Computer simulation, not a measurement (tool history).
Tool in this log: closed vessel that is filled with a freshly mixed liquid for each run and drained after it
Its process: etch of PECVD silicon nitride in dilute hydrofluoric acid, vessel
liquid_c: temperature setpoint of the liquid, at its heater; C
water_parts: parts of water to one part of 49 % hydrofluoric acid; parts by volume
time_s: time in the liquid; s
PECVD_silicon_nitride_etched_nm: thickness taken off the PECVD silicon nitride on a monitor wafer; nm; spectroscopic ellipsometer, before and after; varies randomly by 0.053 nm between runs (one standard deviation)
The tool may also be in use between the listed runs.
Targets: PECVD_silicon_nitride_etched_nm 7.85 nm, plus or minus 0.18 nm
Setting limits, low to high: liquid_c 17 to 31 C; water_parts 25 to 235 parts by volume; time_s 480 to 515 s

run,day,liquid_c,water_parts,time_s,PECVD_silicon_nitride_etched_nm
1,0,23,130,480,15.693
2,0.117,23,170,480,11.956
3,0.188,21.5,170,480,10.967
4,0.479,20.5,175,480,10.16
5,0.862,19.5,180,480,9.1311
6,0.979,19.5,180,515,9.8166
7,1.2,19,180,515,9.4484
8,1.458,18.5,180,515,9.2179
9,1.642,18,180,515,8.8078
10,2.008,17.5,185,515,8.3772

5 next moves are on the table. One of them brings every result within its allowed miss. Which?
A,2.375,17,190,515,?
B,2.375,17,200,515,?
C,2.375,18,205,485,?
D,2.375,18.5,205,485,?
E,2.375,17,200,500,?

move,PECVD_silicon_nitride_etched_nm
A,7.8105
B,7.4316
C,7.296
D,7.5373
E,7.2152
A: in spec on every target
B: takes the biggest miss from the last run beyond its target
C: takes the biggest miss from the last run beyond its target
D: takes the biggest miss from the last run beyond its target
E: takes the biggest miss from the last run beyond its target
The right move is A.
